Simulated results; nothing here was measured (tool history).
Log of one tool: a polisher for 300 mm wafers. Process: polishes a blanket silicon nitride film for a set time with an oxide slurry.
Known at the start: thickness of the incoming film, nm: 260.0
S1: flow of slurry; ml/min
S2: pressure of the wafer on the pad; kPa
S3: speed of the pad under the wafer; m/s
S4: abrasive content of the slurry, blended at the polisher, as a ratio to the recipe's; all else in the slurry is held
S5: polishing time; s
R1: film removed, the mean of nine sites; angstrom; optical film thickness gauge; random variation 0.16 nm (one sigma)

| run | hour | S1 | S2 | S3 | S4 | S5 | R1 |
|---|---|---|---|---|---|---|---|
| 1 | 0 | 190 | 27.6 | 1.24 | 1 | 26 | 203.46 |
| 2 | 5.2 | 190 | 27.6 | 1.24 | 1 | 23 | 182.38 |
| 3 | 13.7 | 190 | 23.4 | 1.24 | 1 | 23 | 154.96 |
| 4 | 22.4 | 190 | 23.4 | 1.24 | 0.8 | 23 | 129.23 |
| 5 | 26.4 | 190 | 24.1 | 1.24 | 0.8 | 23 | 132.98 |
| 6 | 29.4 | 190 | 24.1 | 0.98 | 0.8 | 23 | 115.87 |
| 7 | 30.5 | 205 | 31.7 | 1 | 0.8 | 23 | 155.11 |

Predict the results of run 8:
| 8 | 35.7 | 205 | 33.1 | 1 | 0.8 | 23 | ? |

{"run 8": {"R1": 159.13}}
